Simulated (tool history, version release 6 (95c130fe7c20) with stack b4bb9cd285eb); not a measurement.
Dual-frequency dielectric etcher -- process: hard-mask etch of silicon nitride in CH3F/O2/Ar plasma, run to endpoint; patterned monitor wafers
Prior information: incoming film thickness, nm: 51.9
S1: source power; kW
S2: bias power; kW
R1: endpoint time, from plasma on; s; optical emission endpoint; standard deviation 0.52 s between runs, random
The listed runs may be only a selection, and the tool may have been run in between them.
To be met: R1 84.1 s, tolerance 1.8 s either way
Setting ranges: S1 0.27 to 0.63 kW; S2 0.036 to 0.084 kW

run,hour,S1,S2,R1
1,0,0.45,0.06,71.1
2,7.5,0.5,0.06,68.85
3,12.3,0.45,0.056,72.459
4,20.3,0.41,0.053,76.47
5,24.7,0.41,0.045,80.913
6,28.2,0.41,0.05,78.087
7,30.2,0.39,0.049,80.202
8,35,0.38,0.049,81.011

5 next moves are on the table. One of them brings every result within its allowed miss. Which?
A,39.8,0.34,0.042,?
B,39.8,0.3,0.046,?
C,39.8,0.39,0.051,?
D,39.8,0.27,0.051,?
E,39.8,0.34,0.048,?

move,R1
A,87.755
B,88.694
C,79.019
D,88.551
E,84.162
A: the result that was furthest off in the last run now lies on the other side of its target
B: the result that was furthest off in the last run now lies on the other side of its target
C: the biggest miss grows against the last run
D: the result that was furthest off in the last run now lies on the other side of its target
E: each result inside its tolerance
Move E is the one to make.

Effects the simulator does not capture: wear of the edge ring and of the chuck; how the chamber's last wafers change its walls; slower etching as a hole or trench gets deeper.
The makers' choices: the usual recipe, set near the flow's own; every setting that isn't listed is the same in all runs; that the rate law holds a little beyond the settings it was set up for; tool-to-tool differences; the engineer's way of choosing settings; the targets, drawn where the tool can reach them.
